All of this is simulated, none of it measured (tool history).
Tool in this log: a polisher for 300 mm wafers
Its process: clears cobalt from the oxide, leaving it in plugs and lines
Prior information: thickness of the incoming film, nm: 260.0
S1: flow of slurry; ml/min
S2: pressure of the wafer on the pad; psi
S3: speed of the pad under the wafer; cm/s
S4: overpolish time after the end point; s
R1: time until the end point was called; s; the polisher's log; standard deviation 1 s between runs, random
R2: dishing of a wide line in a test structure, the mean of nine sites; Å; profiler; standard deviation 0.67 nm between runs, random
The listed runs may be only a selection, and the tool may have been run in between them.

| run | hour | S1 | S2 | S3 | S4 | R1 | R2 |
|---|---|---|---|---|---|---|---|
| 1 | 0.0 | 285 | 2.2 | 96 | 14 | 50.182 | 344.87 |
| 2 | 1.7 | 285 | 2.7 | 96 | 14 | 45.012 | 355.10 |
| 3 | 3.7 | 285 | 2.5 | 94 | 13 | 48.089 | 338.07 |
| 4 | 12.0 | 285 | 2.3 | 92 | 12 | 49.897 | 328.32 |
| 5 | 20.4 | 285 | 2.9 | 92 | 12 | 43.605 | 350.70 |
| 6 | 26.9 | 285 | 2.9 | 92 | 8 | 44.345 | 286.01 |
| 7 | 30.7 | 285 | 2.7 | 90 | 9 | 48.441 | 299.17 |

Run 8 comes next. What will it give?
| 8 | 38.5 | 285 | 2.5 | 88 | 9 | ? | ? |

Run 8 gave R1 52.154 s, R2 279.64 Å.
